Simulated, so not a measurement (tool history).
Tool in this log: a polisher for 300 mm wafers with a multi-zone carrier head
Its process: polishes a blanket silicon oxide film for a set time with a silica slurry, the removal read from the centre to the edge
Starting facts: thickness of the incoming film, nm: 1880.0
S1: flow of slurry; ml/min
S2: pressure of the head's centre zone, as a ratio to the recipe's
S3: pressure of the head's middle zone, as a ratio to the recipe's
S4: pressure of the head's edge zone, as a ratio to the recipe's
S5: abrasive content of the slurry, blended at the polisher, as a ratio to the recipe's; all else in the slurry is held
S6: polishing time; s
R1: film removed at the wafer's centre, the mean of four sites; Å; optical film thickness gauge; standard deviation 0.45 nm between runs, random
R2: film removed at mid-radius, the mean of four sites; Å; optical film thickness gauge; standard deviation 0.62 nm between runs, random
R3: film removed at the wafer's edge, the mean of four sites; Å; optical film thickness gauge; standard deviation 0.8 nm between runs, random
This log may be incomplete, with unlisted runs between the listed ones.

run    day   S1    S2    S3    S4    S5  S6       R1       R2       R3
  1  0.000  175  1.00  1.00  1.00  1.00  45  1429.60  1418.80  1432.40
  2  0.288  175  1.01  1.00  0.97  0.90  41  1234.40  1222.20  1183.80
  3  0.554  175  1.01  1.08  0.97  0.90  41  1235.70  1323.00  1221.20
  4  0.842  175  1.01  1.00  0.97  0.90  41  1229.20  1213.70  1210.50
  5  1.075  175  1.01  1.00  0.97  0.90  50  1501.80  1482.60  1491.50
  6  1.258  180  1.01  0.99  0.94  0.85  46  1323.20  1308.00  1295.30
  7  1.392  180  1.02  0.99  0.92  0.80  43  1197.40  1161.70  1140.20
  8  1.525  185  1.02  0.99  0.90  0.75  40  1055.60  1029.20   993.06
  9  1.646  195  1.02  0.99  0.89  0.70  38   953.72   917.76   891.55
 10  1.875  200  1.02  1.00  0.88  0.65  37   853.30   852.45   786.94
 11  2.112  210  1.02  0.99  0.87  0.65  37   860.32   830.80   781.86
 12  2.262  220  1.02  0.99  0.86  0.65  37   857.40   849.98   805.86
 13  2.571  170  0.98  0.98  0.81  0.50  35   532.15   530.59   498.29

Expected results for the next run?
 14  2.717  185  0.99  0.98  0.81  0.50  34   ?   ?   ?

Run 14 yielded R1 522.31 Å, R2 515.66 Å, R3 488.76 Å.
